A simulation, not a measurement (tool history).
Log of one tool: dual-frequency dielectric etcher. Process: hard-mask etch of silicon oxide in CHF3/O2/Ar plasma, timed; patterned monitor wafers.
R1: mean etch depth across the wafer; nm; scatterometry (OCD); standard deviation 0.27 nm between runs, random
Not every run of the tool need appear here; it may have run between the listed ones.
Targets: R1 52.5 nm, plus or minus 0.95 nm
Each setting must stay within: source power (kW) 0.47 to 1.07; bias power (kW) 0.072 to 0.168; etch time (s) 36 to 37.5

run 1 hour=0 | source_power_(kW)=0.77 bias_power_(kW)=0.12 etch_time_(s)=36 | R1=68.174
run 2 hour=2.7 | source_power_(kW)=0.73 bias_power_(kW)=0.114 etch_time_(s)=36 | R1=65.666
run 3 hour=5.2 | source_power_(kW)=0.73 bias_power_(kW)=0.114 etch_time_(s)=37.5 | R1=68.671
run 4 hour=12 | source_power_(kW)=0.73 bias_power_(kW)=0.114 etch_time_(s)=36 | R1=64.574
run 5 hour=13.2 | source_power_(kW)=0.73 bias_power_(kW)=0.114 etch_time_(s)=36 | R1=65.215
run 6 hour=15.3 | source_power_(kW)=0.61 bias_power_(kW)=0.114 etch_time_(s)=36 | R1=57.604
run 7 hour=16 | source_power_(kW)=0.6 bias_power_(kW)=0.114 etch_time_(s)=36 | R1=56.487
run 8 hour=21.3 | source_power_(kW)=0.6 bias_power_(kW)=0.114 etch_time_(s)=36 | R1=57.245
run 9 hour=24 | source_power_(kW)=0.59 bias_power_(kW)=0.114 etch_time_(s)=36 | R1=56.32
run 10 hour=27.7 | source_power_(kW)=0.47 bias_power_(kW)=0.11 etch_time_(s)=36 | R1=45.304
run 11 hour=35.7 | source_power_(kW)=0.59 bias_power_(kW)=0.111 etch_time_(s)=36 | R1=55.578
run 12 hour=37 | source_power_(kW)=0.58 bias_power_(kW)=0.111 etch_time_(s)=36 | R1=54.972
run 13 hour=40.6 | source_power_(kW)=0.57 bias_power_(kW)=0.111 etch_time_(s)=36 | R1=54.557

Consider the 5 candidate settings below. Which is the only one whose results all fall within their allowed miss of target?
run A hour=44.2 | source_power_(kW)=0.57 bias_power_(kW)=0.114 etch_time_(s)=37.5 | R1=?
run B hour=44.2 | source_power_(kW)=0.54 bias_power_(kW)=0.104 etch_time_(s)=37 | R1=?
run C hour=44.2 | source_power_(kW)=0.57 bias_power_(kW)=0.11 etch_time_(s)=37 | R1=?
run D hour=44.2 | source_power_(kW)=0.54 bias_power_(kW)=0.101 etch_time_(s)=36 | R1=?
run E hour=44.2 | source_power_(kW)=0.53 bias_power_(kW)=0.133 etch_time_(s)=37.5 | R1=?

move=A R1=57.037
move=B R1=52.445
move=C R1=55.701
move=D R1=50.607
move=E R1=56.258
A: misses by more than the last run did
B: all results land within tolerance of their targets
C: misses by more than the last run did
D: pushes the last run's worst result past its target
E: misses by more than the last run did
Go with B: it meets all targets.
